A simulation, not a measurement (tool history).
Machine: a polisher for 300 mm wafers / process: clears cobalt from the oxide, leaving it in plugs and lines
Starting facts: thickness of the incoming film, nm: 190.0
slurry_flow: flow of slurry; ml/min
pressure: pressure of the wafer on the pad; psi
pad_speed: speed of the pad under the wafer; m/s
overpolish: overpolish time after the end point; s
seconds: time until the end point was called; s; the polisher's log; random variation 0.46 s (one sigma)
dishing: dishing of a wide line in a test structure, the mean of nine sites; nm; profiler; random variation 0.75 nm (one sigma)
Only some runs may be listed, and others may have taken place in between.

run    day  slurry_flow  pressure  pad_speed  overpolish  seconds  dishing
  1  0.000          205       2.2       1.18          19   32.459   54.571
  2  0.067          205       2.0       1.18          20   35.061   55.390
  3  0.300          205       1.9       1.18          20   37.183   53.672
  4  0.612          205       1.8       1.18          20   39.517   53.421
  5  0.838          205       1.7       1.18          20   41.177   51.181
  6  0.954          185       1.7       1.18          20   41.774   50.531
  7  1.012          180       1.7       1.18          21   41.752   52.947

Predict the results of run 8:
  8  1.371          175       1.6       1.18          21        ?        ?

{"run 8": {"seconds": 43.868, "dishing": 52.149}}
